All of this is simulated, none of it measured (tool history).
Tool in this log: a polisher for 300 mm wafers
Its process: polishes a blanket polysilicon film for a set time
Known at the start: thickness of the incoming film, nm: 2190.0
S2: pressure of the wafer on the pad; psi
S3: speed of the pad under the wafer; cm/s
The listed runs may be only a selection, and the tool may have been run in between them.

run 1 hour=0 | flow_of_slurry_(ml/min)=200 S2=3 S3=100 polishing_time_(s)=87 | film_removed_(angstrom)=8035.5
run 2 hour=3 | flow_of_slurry_(ml/min)=200 S2=3.3 S3=100 polishing_time_(s)=87 | film_removed_(angstrom)=8821.4
run 3 hour=8.8 | flow_of_slurry_(ml/min)=230 S2=3.3 S3=100 polishing_time_(s)=87 | film_removed_(angstrom)=9177
run 4 hour=11 | flow_of_slurry_(ml/min)=195 S2=3.3 S3=100 polishing_time_(s)=87 | film_removed_(angstrom)=8805.6
run 5 hour=16.5 | flow_of_slurry_(ml/min)=195 S2=3 S3=100 polishing_time_(s)=87 | film_removed_(angstrom)=8047.9
run 6 hour=20.6 | flow_of_slurry_(ml/min)=220 S2=3 S3=100 polishing_time_(s)=87 | film_removed_(angstrom)=8138.5
run 7 hour=23.7 | flow_of_slurry_(ml/min)=225 S2=3.3 S3=100 polishing_time_(s)=87 | film_removed_(angstrom)=8781.6
run 8 hour=24.9 | flow_of_slurry_(ml/min)=225 S2=4.1 S3=102 polishing_time_(s)=87 | film_removed_(angstrom)=11314

What does the tool deliver on the next run?
run 9 hour=29.7 | flow_of_slurry_(ml/min)=225 S2=4.2 S3=102 polishing_time_(s)=87 | film_removed_(angstrom)=?

film removed (angstrom): 11397
